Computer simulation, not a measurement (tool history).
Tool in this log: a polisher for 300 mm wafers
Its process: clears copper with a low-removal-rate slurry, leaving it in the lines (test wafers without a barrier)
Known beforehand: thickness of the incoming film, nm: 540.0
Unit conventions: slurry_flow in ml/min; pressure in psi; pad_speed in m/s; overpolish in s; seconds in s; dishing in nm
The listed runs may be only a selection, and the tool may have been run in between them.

{"run": 1, "hour": 0.0, "slurry_flow": 215, "pressure": 4, "pad_speed": 1.08, "slurry_solids": 1, "overpolish": 10, "seconds": 123.68, "dishing": 30.681}
{"run": 2, "hour": 2.7, "slurry_flow": 215, "pressure": 4, "pad_speed": 1.1, "slurry_solids": 1, "overpolish": 9, "seconds": 122.63, "dishing": 28.842}
{"run": 3, "hour": 4.3, "slurry_flow": 215, "pressure": 3.6, "pad_speed": 1.1, "slurry_solids": 1, "overpolish": 9, "seconds": 137.31, "dishing": 26.377}
{"run": 4, "hour": 7.1, "slurry_flow": 215, "pressure": 3.7, "pad_speed": 1.12, "slurry_solids": 1, "overpolish": 8, "seconds": 131.24, "dishing": 24.74}
{"run": 5, "hour": 10.1, "slurry_flow": 210, "pressure": 3.7, "pad_speed": 1.18, "slurry_solids": 0.95, "overpolish": 7, "seconds": 126.12, "dishing": 23.158}
{"run": 6, "hour": 13.4, "slurry_flow": 210, "pressure": 3.3, "pad_speed": 1.18, "slurry_solids": 0.95, "overpolish": 7, "seconds": 140.32, "dishing": 21.092}
{"run": 7, "hour": 17.8, "slurry_flow": 195, "pressure": 3.4, "pad_speed": 1.24, "slurry_solids": 0.85, "overpolish": 6, "seconds": 137.22, "dishing": 18.753}
{"run": 8, "hour": 18.4, "slurry_flow": 200, "pressure": 3.6, "pad_speed": 1.26, "slurry_solids": 0.8, "overpolish": 5, "seconds": 123.4, "dishing": 17.158}

Estimate the outcome of run 9 from the log above:
{"run": 9, "hour": 26.8, "slurry_flow": 210, "pressure": 3.7, "pad_speed": 1.26, "slurry_solids": 0.8, "overpolish": 5, "seconds": "?", "dishing": "?"}

seconds: 124.11 s
dishing: 17.607 nm

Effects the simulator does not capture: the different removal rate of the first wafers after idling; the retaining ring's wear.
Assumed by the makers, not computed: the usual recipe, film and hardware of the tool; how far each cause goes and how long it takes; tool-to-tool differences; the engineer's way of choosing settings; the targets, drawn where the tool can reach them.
